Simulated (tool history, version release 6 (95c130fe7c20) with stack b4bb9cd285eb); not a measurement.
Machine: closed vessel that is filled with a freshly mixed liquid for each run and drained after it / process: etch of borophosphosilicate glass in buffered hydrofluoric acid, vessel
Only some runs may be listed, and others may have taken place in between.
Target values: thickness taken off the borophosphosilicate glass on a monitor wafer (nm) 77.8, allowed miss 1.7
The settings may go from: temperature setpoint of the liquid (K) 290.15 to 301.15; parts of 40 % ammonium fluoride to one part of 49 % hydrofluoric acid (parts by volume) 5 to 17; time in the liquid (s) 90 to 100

| run | hour | temperature setpoint of the liquid (K) | parts of 40 % ammonium fluoride to one part of 49 % hydrofluoric acid (parts by volume) | time in the liquid (s) | thickness taken off the borophosphosilicate glass on a monitor wafer (nm) |
|---|---|---|---|---|---|
| 1 | 0 | 293.15 | 10.5 | 90 | 108.45 |
| 2 | 4.9 | 293.15 | 10.5 | 90 | 108.68 |
| 3 | 8.2 | 293.15 | 8 | 90 | 136.43 |
| 4 | 10.4 | 293.15 | 9.5 | 90 | 117.61 |
| 5 | 16.8 | 290.15 | 9.5 | 90 | 100.39 |
| 6 | 22.1 | 290.15 | 9.5 | 100 | 111.67 |
| 7 | 23.8 | 290.15 | 10 | 100 | 106.24 |
| 8 | 25.3 | 290.15 | 10.5 | 100 | 100.23 |
| 9 | 34.3 | 290.15 | 11 | 100 | 96.136 |
| 10 | 39.3 | 290.15 | 11.5 | 100 | 92.956 |
| 11 | 40.9 | 290.15 | 12.5 | 100 | 85.761 |
| 12 | 48.7 | 290.15 | 13 | 100 | 82.001 |

Pick the move, out of 4, that brings all results within their allowed miss; only one does.
| A | 56.5 | 290.15 | 13.5 | 95 | ? |
| B | 56.5 | 293.65 | 17 | 95 | ? |
| C | 56.5 | 290.15 | 14.5 | 100 | ? |
| D | 56.5 | 290.15 | 13 | 95 | ? |

| move | thickness taken off the borophosphosilicate glass on a monitor wafer (nm) |
|---|---|
| A | 75.194 |
| B | 72.772 |
| C | 73.743 |
| D | 78.05 |
A: moves the result that the last run missed by most past its target, out the other side
B: moves the result that the last run missed by most past its target, out the other side
C: moves the result that the last run missed by most past its target, out the other side
D: in spec on every target
Go with D: it meets all targets.
